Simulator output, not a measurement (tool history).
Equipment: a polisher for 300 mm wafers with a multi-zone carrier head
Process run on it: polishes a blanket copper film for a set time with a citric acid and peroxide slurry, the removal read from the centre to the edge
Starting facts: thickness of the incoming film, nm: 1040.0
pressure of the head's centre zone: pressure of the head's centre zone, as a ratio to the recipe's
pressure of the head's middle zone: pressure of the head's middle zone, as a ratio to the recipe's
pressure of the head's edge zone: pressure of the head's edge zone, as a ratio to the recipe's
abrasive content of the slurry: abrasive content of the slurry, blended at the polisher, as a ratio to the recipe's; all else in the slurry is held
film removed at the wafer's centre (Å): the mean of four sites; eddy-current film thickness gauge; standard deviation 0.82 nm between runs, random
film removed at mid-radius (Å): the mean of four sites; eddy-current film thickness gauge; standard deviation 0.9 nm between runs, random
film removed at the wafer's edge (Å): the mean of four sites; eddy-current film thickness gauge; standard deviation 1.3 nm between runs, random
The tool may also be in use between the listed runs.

run,hour,flow of slurry (ml/min),pressure of the head's centre zone,pressure of the head's middle zone,pressure of the head's edge zone,abrasive content of the slurry,polishing time (s),film removed at the wafer's centre (Å),film removed at mid-radius (Å),film removed at the wafer's edge (Å)
1,0,185,1,1,1,1,61,944.56,987.02,986.49
2,9,185,1,1,1,0.8,61,887.29,909.6,927.94
3,13.9,185,1,1,1,0.8,53,767.12,784.59,813.43
4,19.6,200,1.04,1,1.03,0.95,54,874.59,853.65,879.09
5,21,200,1.09,1,1.03,0.95,54,910.18,855.52,885.48
6,25.5,210,1.11,1.01,1.06,1.05,55,972.5,912.73,953.49
7,31.7,220,1.13,1.01,1.06,1.15,56,1044.1,956.96,1004.5
8,37.6,230,1.14,1.02,1.06,1.2,57,1081.8,986.58,1024.8
9,43.4,235,1.15,1.03,1.06,1.25,58,1132.8,1045.1,1055.8
10,44.8,240,1.16,1.03,1.07,1.3,58,1154.8,1055.2,1086.5
11,53.4,245,1.17,1.03,1.07,1.35,58,1182.7,1065.2,1098
12,61.3,250,1.17,1.03,1.07,1.4,58,1186.3,1080.7,1104.6
13,62.3,250,1.17,1.03,1.07,1.4,58,1206.1,1086.1,1112.2
14,67,255,1.17,1.03,1.08,1.4,58,1202.1,1090.4,1112.8
15,69.2,260,1.17,1.03,1.09,1.4,58,1198.4,1089.3,1125.2
16,70.3,260,1.17,1.03,1.09,1.4,59,1229.1,1101.9,1146.4
17,77.4,265,1.17,1.04,1.09,1.4,59,1214.1,1108,1158.9

Forecast run 18:
18,83.5,265,1.18,1.04,1.08,1.45,60,?,?,?

film removed at the wafer's centre (Å): 1267
film removed at mid-radius (Å): 1155.5
film removed at the wafer's edge (Å): 1163.7

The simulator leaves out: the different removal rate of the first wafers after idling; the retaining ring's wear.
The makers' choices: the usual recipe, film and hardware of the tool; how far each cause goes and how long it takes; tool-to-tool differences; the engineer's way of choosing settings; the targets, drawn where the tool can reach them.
